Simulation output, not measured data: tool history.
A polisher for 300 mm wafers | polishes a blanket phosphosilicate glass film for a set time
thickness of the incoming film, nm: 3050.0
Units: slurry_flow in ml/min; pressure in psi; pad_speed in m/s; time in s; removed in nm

{"run": 1, "day": 0.0, "slurry_flow": 225, "pressure": 4.1, "pad_speed": 1.1, "slurry_solids": 1.0, "time": 79, "removed": 765.46}
{"run": 2, "day": 0.162, "slurry_flow": 225, "pressure": 4.1, "pad_speed": 1.1, "slurry_solids": 0.9, "time": 79, "removed": 730.49}
{"run": 3, "day": 0.246, "slurry_flow": 230, "pressure": 4.3, "pad_speed": 1.1, "slurry_solids": 0.9, "time": 79, "removed": 766.09}
{"run": 4, "day": 0.283, "slurry_flow": 235, "pressure": 4.5, "pad_speed": 1.1, "slurry_solids": 0.9, "time": 79, "removed": 808.66}
{"run": 5, "day": 0.638, "slurry_flow": 240, "pressure": 4.6, "pad_speed": 1.1, "slurry_solids": 0.9, "time": 79, "removed": 821.62}
{"run": 6, "day": 0.712, "slurry_flow": 285, "pressure": 4.6, "pad_speed": 1.1, "slurry_solids": 0.9, "time": 79, "removed": 828.24}
{"run": 7, "day": 0.8, "slurry_flow": 285, "pressure": 4.7, "pad_speed": 1.1, "slurry_solids": 0.9, "time": 79, "removed": 854.93}
{"run": 8, "day": 0.858, "slurry_flow": 285, "pressure": 4.8, "pad_speed": 1.1, "slurry_solids": 0.9, "time": 79, "removed": 877.77}

The next listed run, before its measurement:
{"run": 9, "day": 1.021, "slurry_flow": 285, "pressure": 4.9, "pad_speed": 1.1, "slurry_solids": 0.9, "time": 79, "removed": "?"}

{"run 9": {"removed": 888.9}}

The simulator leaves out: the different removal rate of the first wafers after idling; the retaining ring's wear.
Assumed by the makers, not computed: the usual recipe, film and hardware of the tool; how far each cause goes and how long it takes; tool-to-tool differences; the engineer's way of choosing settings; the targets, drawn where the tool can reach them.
